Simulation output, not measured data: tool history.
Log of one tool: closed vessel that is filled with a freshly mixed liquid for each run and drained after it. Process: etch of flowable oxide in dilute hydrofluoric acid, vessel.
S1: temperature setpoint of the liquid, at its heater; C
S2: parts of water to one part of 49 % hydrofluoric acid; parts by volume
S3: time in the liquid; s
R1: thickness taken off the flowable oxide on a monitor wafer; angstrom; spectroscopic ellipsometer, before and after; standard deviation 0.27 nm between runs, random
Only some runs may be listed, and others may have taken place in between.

run,hour,S1,S2,S3,R1
1,0,20,50,30,253.19
2,6.2,20,55,30,229.36
3,10.7,20,55,30,229.28
4,13.8,20,55,30,230.41
5,15.9,18,55,30,209
6,17.8,18,40,30,293.03
7,19.4,20,40,30,321.45

Run 8 is up next; what results do you expect?
8,25.7,24,30,30,?

R1: 508.4 angstrom

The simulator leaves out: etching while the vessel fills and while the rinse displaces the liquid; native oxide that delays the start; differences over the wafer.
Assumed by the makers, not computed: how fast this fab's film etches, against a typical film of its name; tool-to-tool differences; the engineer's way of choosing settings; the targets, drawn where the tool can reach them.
